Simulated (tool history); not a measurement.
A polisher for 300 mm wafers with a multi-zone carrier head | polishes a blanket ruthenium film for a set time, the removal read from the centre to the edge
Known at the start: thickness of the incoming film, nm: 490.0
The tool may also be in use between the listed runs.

run  hour  flow of slurry (ml/min)  pressure of the head's centre zone  pressure of the head's middle zone  pressure of the head's edge zone  polishing time (s)  film removed at the wafer's centre (Å)  film removed at mid-radius (Å)  film removed at the wafer's edge (Å)
  1   0.0                      160                                1.00                                1.00                              1.00                  38                                  230.52                          224.47                                230.86
  2   6.8                      160                                1.00                                1.00                              1.00                  44                                  269.99                          259.62                                259.75
  3  15.4                      135                                1.00                                1.00                              1.00                  44                                  256.37                          258.91                                253.50
  4  21.9                      145                                0.99                                1.00                              1.02                  44                                  255.72                          257.01                                258.97
  5  25.7                      155                                0.99                                1.00                              1.04                  44                                  259.17                          260.21                                261.12
  6  27.7                      160                                0.98                                0.99                              1.06                  45                                  273.79                          261.27                                274.91

The next listed run, before its measurement:
  7  28.4                      160                                0.97                                1.00                              1.07                  45                                       ?                               ?                                     ?

{"run 7": {"film removed at the wafer's centre (Å)": 268.22, "film removed at mid-radius (Å)": 274.45, "film removed at the wafer's edge (Å)": 274.99}}
